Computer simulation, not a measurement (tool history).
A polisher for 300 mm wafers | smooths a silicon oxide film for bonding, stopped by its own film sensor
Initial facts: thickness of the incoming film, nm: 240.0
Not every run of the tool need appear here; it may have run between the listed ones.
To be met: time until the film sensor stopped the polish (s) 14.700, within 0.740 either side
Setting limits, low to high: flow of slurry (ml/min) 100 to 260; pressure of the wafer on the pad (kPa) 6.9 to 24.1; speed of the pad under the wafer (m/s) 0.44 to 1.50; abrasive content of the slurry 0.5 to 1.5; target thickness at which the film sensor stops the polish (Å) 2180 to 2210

run,hour,flow of slurry (ml/min),pressure of the wafer on the pad (kPa),speed of the pad under the wafer (m/s),abrasive content of the slurry,target thickness at which the film sensor stops the polish (Å),time until the film sensor stopped the polish (s)
1,0.0,165,15.2,0.96,1.0,2180,30.929
2,1.7,165,15.2,0.96,0.9,2180,32.452
3,3.2,165,15.2,1.10,0.9,2180,29.529
4,10.4,165,15.2,1.10,0.9,2210,24.650
5,15.4,180,15.2,1.10,0.9,2210,24.656
6,23.8,180,15.2,1.10,1.0,2210,23.964
7,30.2,185,17.2,1.12,1.0,2210,21.042
8,33.6,185,19.3,1.14,1.0,2210,17.925
9,40.7,185,20.0,1.14,1.0,2210,17.191
10,44.1,185,20.7,1.14,1.0,2210,17.228
11,46.4,190,21.4,1.14,1.0,2210,16.397

Next run, 5 choices. One meets every target within its allowed miss, the rest don't. Which?
A,48.7,195,22.1,1.24,1.0,2190,?
B,48.7,205,21.4,1.08,1.0,2210,?
C,48.7,215,17.2,1.50,1.1,2190,?
D,48.7,195,23.4,1.30,1.0,2190,?
E,48.7,175,24.1,1.12,0.9,2190,?

move,time until the film sensor stopped the polish (s)
A,16.292
B,16.865
C,16.845
D,14.783
E,17.286
A: better than the last run, though not everything is in spec
B: moves away from the targets compared with the last run
C: moves away from the targets compared with the last run
D: every result lands within tolerance
E: moves away from the targets compared with the last run
Go with D: it meets all targets.

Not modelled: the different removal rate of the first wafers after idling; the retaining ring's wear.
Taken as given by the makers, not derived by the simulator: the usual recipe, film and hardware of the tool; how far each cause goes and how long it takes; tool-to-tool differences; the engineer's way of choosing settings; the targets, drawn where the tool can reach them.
